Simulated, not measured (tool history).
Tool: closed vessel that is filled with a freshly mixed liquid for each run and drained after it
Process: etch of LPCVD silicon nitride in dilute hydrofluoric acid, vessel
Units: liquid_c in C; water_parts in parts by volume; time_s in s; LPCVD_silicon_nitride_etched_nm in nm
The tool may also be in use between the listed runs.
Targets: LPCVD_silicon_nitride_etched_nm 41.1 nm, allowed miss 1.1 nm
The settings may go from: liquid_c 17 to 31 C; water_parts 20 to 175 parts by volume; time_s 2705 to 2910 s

run  hour  liquid_c  water_parts  time_s  LPCVD_silicon_nitride_etched_nm
  1     0        23           95    2705                           12.981
  2   1.7        23          130    2705                           9.4134
  3  11.5      25.5           95    2715                           15.044
  4    15        29           95    2715                           18.983
  5  19.5        29           60    2715                           29.977
  6  22.9        29           25    2715                           71.101
  7  26.8      25.5           25    2715                           56.074
  8  35.5      23.5           25    2715                           48.778
  9  42.8      20.5           25    2715                           39.779

Which of these 4 next moves meets every target?
  A  50.1        20           25    2740                                ?
  B  50.1      22.5           30    2705                                ?
  C  50.1      20.5           25    2775                                ?
  D  50.1      21.5           30    2900                                ?

move  LPCVD_silicon_nitride_etched_nm
   A                            38.72
   B                           38.176
   C                           40.614
   D                           38.196
A: further off than the last run
B: further off than the last run
C: meets every target
D: further off than the last run
Answer: C

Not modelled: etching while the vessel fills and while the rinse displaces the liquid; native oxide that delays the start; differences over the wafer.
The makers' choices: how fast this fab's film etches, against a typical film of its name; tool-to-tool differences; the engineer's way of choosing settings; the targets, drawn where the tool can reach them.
